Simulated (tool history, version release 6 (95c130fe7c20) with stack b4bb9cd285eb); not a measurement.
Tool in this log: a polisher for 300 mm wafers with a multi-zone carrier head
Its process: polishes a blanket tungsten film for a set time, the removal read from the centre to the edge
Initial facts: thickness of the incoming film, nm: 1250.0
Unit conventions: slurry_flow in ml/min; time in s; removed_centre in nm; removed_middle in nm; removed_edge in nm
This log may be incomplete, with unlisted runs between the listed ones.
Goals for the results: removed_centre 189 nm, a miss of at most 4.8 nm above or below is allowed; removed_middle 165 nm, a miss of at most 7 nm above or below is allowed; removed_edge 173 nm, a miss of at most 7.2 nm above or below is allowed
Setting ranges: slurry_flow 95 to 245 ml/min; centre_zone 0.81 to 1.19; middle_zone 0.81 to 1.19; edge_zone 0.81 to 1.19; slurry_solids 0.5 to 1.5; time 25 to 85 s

| run | hour | slurry_flow | centre_zone | middle_zone | edge_zone | slurry_solids | time | removed_centre | removed_middle | removed_edge |
|---|---|---|---|---|---|---|---|---|---|---|
| 1 | 0 | 155 | 1 | 1 | 1 | 1 | 55 | 277.42 | 279.5 | 257 |
| 2 | 7.3 | 155 | 1.06 | 1 | 1 | 1 | 55 | 297.87 | 277.31 | 251.68 |
| 3 | 15.8 | 150 | 1.05 | 0.98 | 0.99 | 0.95 | 53 | 274.66 | 258.57 | 236.98 |
| 4 | 20.6 | 165 | 1.05 | 0.98 | 0.99 | 0.95 | 53 | 281.63 | 262.38 | 239.17 |
| 5 | 27 | 160 | 1.05 | 0.96 | 0.99 | 0.9 | 52 | 267.24 | 242.74 | 234.86 |
| 6 | 35.1 | 160 | 1.05 | 0.96 | 0.99 | 0.7 | 52 | 239.79 | 223.28 | 210.29 |
| 7 | 43.9 | 155 | 1.05 | 0.94 | 0.98 | 0.65 | 52 | 233.64 | 210.37 | 200.73 |
| 8 | 51.8 | 110 | 0.95 | 0.84 | 0.92 | 0.55 | 52 | 186.97 | 175.03 | 179.74 |
| 9 | 56.4 | 110 | 0.96 | 0.84 | 0.92 | 0.55 | 52 | 190.19 | 178.82 | 175.29 |
|  | 61.2 | edge zone pressure recalibrated |
| 10 | 61.2 | 95 | 1.01 | 0.81 | 1.02 | 0.5 | 50 | 180.18 | 154.84 | 177.02 |
| 11 | 63.2 | 100 | 1.01 | 0.81 | 1.01 | 0.5 | 50 | 178.87 | 155.73 | 171.18 |
| 12 | 71.9 | 105 | 1.01 | 0.81 | 1.01 | 0.5 | 50 | 179.45 | 153.92 | 175.45 |

Exercise: of the 5 proposed moves below, exactly one satisfies all targets within the stated allowed misses. Which move is it?
| A | 80.6 | 115 | 1.06 | 0.86 | 0.96 | 0.55 | 44 | ? | ? | ? |
| B | 80.6 | 95 | 1.01 | 0.82 | 0.9 | 0.5 | 53 | ? | ? | ? |
| C | 80.6 | 155 | 0.96 | 0.84 | 1.04 | 0.55 | 45 | ? | ? | ? |
| D | 80.6 | 110 | 0.98 | 0.81 | 1 | 0.5 | 47 | ? | ? | ? |
| E | 80.6 | 95 | 0.98 | 0.85 | 0.96 | 0.5 | 51 | ? | ? | ? |

| move | removed_centre | removed_middle | removed_edge |
|---|---|---|---|
| A | 178.2 | 151.18 | 158 |
| B | 189.23 | 164.16 | 172.29 |
| C | 172.51 | 158 | 172.23 |
| D | 166.34 | 147.12 | 162.55 |
| E | 176.98 | 161.26 | 170.8 |
A: misses by more than the last run did
B: all results in spec
C: misses by more than the last run did
D: misses by more than the last run did
E: misses by more than the last run did
Answer: B
